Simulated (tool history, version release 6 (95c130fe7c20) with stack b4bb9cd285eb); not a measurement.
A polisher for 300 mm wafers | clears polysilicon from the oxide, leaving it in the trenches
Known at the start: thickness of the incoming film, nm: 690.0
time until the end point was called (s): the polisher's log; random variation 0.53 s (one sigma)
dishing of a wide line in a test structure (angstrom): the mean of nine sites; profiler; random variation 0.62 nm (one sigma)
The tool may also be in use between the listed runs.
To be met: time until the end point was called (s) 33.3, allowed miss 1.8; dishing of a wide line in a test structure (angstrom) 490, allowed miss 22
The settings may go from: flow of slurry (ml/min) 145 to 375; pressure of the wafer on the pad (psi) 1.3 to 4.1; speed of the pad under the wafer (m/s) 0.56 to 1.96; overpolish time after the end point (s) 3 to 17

run,day,flow of slurry (ml/min),pressure of the wafer on the pad (psi),speed of the pad under the wafer (m/s),overpolish time after the end point (s),time until the end point was called (s),dishing of a wide line in a test structure (angstrom)
1,0,240,2.7,1.26,9,48.811,455.1
2,0.308,240,2.7,1.26,12,48.271,491.42
3,0.525,240,2.1,1.26,12,60.075,475.12
4,0.617,240,2.4,1.28,11,54.225,476.41
5,0.975,240,2.4,1.16,11,57.78,470.04
6,1.05,240,2.4,0.98,11,67.164,444.75
7,1.071,240,2.8,1.02,11,53.907,470.45
8,1.2,240,3,1.04,11,51.597,466.6
9,1.571,240,3.2,1.06,11,49.376,488.45
10,1.725,240,3.4,1.1,10,43.948,482.18
11,1.879,240,3.5,1.12,10,43.688,490.37
12,1.958,240,3.6,1.16,9,42.264,487.82
13,2.133,245,4.1,1.34,6,32.445,466.09

Which of these 4 next moves meets every target?
A,2.308,305,4.1,1.56,8,?,?
B,2.308,280,4.1,1.52,7,?,?
C,2.308,250,3.7,1.44,12,?,?
D,2.308,245,4.1,1.48,4,?,?

move,time until the end point was called (s),dishing of a wide line in a test structure (angstrom)
A,27.998,490.7
B,28.772,484.09
C,33.168,495.87
D,29.698,428.56
A: brings the result that was furthest off to its target, and leaves another outside
B: brings the result that was furthest off to its target, and leaves another outside
C: meets every target
D: further off than the last run
Move C is the one to make.
